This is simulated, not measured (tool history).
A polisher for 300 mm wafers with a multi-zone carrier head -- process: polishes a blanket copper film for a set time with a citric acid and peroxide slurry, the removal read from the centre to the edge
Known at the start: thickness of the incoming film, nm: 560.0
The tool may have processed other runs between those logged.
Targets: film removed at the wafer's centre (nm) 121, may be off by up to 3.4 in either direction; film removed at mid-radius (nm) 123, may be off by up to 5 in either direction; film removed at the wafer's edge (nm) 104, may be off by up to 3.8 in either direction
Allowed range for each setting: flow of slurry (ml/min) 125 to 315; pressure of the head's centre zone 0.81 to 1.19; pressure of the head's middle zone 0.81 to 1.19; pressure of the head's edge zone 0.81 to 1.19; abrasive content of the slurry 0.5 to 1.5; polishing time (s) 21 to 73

run,hour,flow of slurry (ml/min),pressure of the head's centre zone,pressure of the head's middle zone,pressure of the head's edge zone,abrasive content of the slurry,polishing time (s),film removed at the wafer's centre (nm),film removed at mid-radius (nm),film removed at the wafer's edge (nm)
1,0,205,1,1,1,1,47,139.85,138.41,140.91
2,3.6,205,1,1,1.04,1,47,140.24,141.59,143.82
3,7.9,205,1.01,1.02,1.02,0.95,46,137.36,141.27,138.31
4,12.1,205,1.02,1.02,1,0.9,45,133.76,138.49,135.49
5,13.9,205,1.02,1.02,1.08,0.9,45,133.59,135.02,139.26
6,16.4,205,1.02,1.02,1.08,0.9,53,158.11,160.22,163.71
7,19.7,210,1.03,1.03,1.05,0.85,51,152.28,154.91,153.76
8,23.6,220,1.04,1.03,1.03,0.8,49,147.6,145.05,149.25
9,27,210,1.05,1.04,1.01,0.8,48,146.03,147.03,141.1
10,32.1,200,1.05,1.04,0.99,0.75,47,141.69,140.05,134.93
11,32.9,195,1.05,1.04,0.97,0.7,47,140.49,141.66,133.73
12,37.4,190,1.05,1.04,0.96,0.7,46,134.97,135.3,130.42

Exercise: of the 4 proposed moves below, exactly one satisfies all targets within the stated allowed misses. Which move is it?
A,41.9,160,1.13,1.02,0.89,0.8,38,?,?,?
B,41.9,125,1.15,1.19,0.91,0.65,40,?,?,?
C,41.9,175,0.84,0.89,1.12,0.5,55,?,?,?
D,41.9,185,1.07,1.02,0.81,0.75,37,?,?,?

move,film removed at the wafer's centre (nm),film removed at mid-radius (nm),film removed at the wafer's edge (nm)
A,118.84,109.32,102.85
B,120.65,121.78,104.56
C,124.63,138.78,159.35
D,110.83,107.24,96.312
A: gets the furthest-off result to its target, but another result is out of tolerance
B: all results land within tolerance of their targets
C: lands further from the targets than the last run did
D: carries the result that was furthest off beyond its target, to the other side
Answer: B
